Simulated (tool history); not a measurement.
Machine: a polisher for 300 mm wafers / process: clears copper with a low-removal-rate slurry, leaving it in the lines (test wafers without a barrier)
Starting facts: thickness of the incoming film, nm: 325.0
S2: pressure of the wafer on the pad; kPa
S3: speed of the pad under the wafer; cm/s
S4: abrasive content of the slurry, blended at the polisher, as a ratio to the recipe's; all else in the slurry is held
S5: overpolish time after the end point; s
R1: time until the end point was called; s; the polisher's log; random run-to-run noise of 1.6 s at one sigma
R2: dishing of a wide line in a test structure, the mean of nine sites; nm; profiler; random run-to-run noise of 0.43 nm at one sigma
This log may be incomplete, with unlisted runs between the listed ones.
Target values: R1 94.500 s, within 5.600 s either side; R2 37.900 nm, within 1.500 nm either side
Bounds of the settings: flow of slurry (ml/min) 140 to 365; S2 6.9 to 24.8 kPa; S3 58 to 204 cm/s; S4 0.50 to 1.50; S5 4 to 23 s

run 1 hour=0.0 | flow_of_slurry_(ml/min)=235 S2=15.9 S3=130 S4=1.00 S5=12 | R1=128.280 R2=22.438
run 2 hour=3.3 | flow_of_slurry_(ml/min)=235 S2=15.9 S3=130 S4=1.00 S5=10 | R1=125.440 R2=19.285
run 3 hour=10.4 | flow_of_slurry_(ml/min)=235 S2=15.9 S3=130 S4=1.10 S5=10 | R1=123.640 R2=19.108
run 4 hour=12.8 | flow_of_slurry_(ml/min)=235 S2=15.9 S3=130 S4=1.10 S5=6 | R1=123.380 R2=12.187
run 5 hour=13.9 | flow_of_slurry_(ml/min)=230 S2=15.9 S3=134 S4=1.05 S5=7 | R1=122.490 R2=14.234
run 6 hour=20.2 | flow_of_slurry_(ml/min)=220 S2=16.5 S3=138 S4=1.00 S5=8 | R1=119.350 R2=16.425
-- hour=24.2 slurry nozzle cleaned
run 7 hour=24.2 | flow_of_slurry_(ml/min)=210 S2=17.2 S3=140 S4=0.95 S5=9 | R1=109.400 R2=19.923
run 8 hour=25.7 | flow_of_slurry_(ml/min)=205 S2=17.9 S3=140 S4=0.90 S5=10 | R1=110.340 R2=22.481
run 9 hour=26.8 | flow_of_slurry_(ml/min)=160 S2=22.1 S3=138 S4=0.65 S5=14 | R1=98.426 R2=32.157
run 10 hour=33.5 | flow_of_slurry_(ml/min)=160 S2=22.1 S3=138 S4=0.65 S5=14 | R1=99.344 R2=31.913
run 11 hour=36.4 | flow_of_slurry_(ml/min)=170 S2=22.8 S3=138 S4=0.65 S5=15 | R1=92.136 R2=35.144
run 12 hour=37.9 | flow_of_slurry_(ml/min)=165 S2=22.8 S3=138 S4=0.65 S5=15 | R1=94.771 R2=35.019
run 13 hour=45.0 | flow_of_slurry_(ml/min)=160 S2=22.8 S3=138 S4=0.65 S5=16 | R1=94.167 R2=36.676

Exercise: of the 4 proposed moves below, exactly one satisfies all targets within the stated allowed misses. Which move is it?
run A hour=52.1 | flow_of_slurry_(ml/min)=150 S2=22.8 S3=154 S4=0.80 S5=14 | R1=? R2=?
run B hour=52.1 | flow_of_slurry_(ml/min)=145 S2=19.3 S3=140 S4=0.75 S5=20 | R1=? R2=?
run C hour=52.1 | flow_of_slurry_(ml/min)=185 S2=22.8 S3=132 S4=0.75 S5=17 | R1=? R2=?
run D hour=52.1 | flow_of_slurry_(ml/min)=150 S2=22.8 S3=158 S4=0.50 S5=13 | R1=? R2=?

move=A R1=83.285 R2=35.454
move=B R1=105.380 R2=38.751
move=C R1=93.113 R2=37.833
move=D R1=85.935 R2=32.573
A: misses by more than the last run did
B: brings the last run's worst result on target, with another outside its allowed miss
C: meets every target
D: misses by more than the last run did
Correct choice: C, which meets every target
